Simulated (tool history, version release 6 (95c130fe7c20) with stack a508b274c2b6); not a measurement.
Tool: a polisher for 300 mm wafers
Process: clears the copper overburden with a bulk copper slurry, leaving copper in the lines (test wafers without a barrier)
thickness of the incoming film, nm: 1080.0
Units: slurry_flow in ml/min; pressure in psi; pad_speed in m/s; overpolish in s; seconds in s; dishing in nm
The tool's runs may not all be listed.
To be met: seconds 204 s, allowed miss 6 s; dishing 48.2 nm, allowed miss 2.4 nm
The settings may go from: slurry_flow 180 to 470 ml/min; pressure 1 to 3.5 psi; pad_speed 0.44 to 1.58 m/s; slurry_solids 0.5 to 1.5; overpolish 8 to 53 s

| run | hour | slurry_flow | pressure | pad_speed | slurry_solids | overpolish | seconds | dishing |
|---|---|---|---|---|---|---|---|---|
| 1 | 0 | 300 | 2.2 | 1 | 1 | 27 | 134.68 | 56.199 |
| 2 | 2.1 | 300 | 2.2 | 1 | 0.9 | 27 | 139.28 | 56.224 |
| 3 | 7.9 | 300 | 2.1 | 1 | 0.9 | 26 | 144.18 | 55.75 |
| 4 | 14.8 | 300 | 2 | 1 | 0.9 | 24 | 150.7 | 54.868 |
| 5 | 21.2 | 300 | 1.6 | 1 | 0.9 | 24 | 184.98 | 50.921 |
| 6 | 24.6 | 300 | 1.6 | 1 | 0.9 | 23 | 185.37 | 49.157 |
| 7 | 32.3 | 300 | 1.5 | 1 | 0.9 | 25 | 194.34 | 48.838 |
| 8 | 40.7 | 300 | 1.5 | 1 | 0.9 | 26 | 196.53 | 49.424 |
| 9 | 46.2 | 300 | 1.5 | 1 | 0.9 | 26 | 197.55 | 49.119 |
| 10 | 48.5 | 300 | 1.5 | 1 | 0.9 | 25 | 197.08 | 49.352 |

5 next moves are on the table. One of them brings every result within its allowed miss. Which?
| A | 50.8 | 265 | 2.2 | 0.68 | 0.8 | 21 | ? | ? |
| B | 50.8 | 300 | 1.8 | 0.9 | 0.7 | 25 | ? | ? |
| C | 50.8 | 325 | 1.9 | 0.84 | 0.85 | 22 | ? | ? |
| D | 50.8 | 335 | 1.2 | 1.26 | 0.95 | 28 | ? | ? |
| E | 50.8 | 230 | 1.4 | 1.16 | 0.85 | 34 | ? | ? |

| move | seconds | dishing |
|---|---|---|
| A | 202.9 | 49.888 |
| B | 188.78 | 51.694 |
| C | 184.45 | 50.888 |
| D | 185.05 | 48.675 |
| E | 184.71 | 51.553 |
A: meets every target
B: further off than the last run
C: further off than the last run
D: further off than the last run
E: further off than the last run
Answer: A

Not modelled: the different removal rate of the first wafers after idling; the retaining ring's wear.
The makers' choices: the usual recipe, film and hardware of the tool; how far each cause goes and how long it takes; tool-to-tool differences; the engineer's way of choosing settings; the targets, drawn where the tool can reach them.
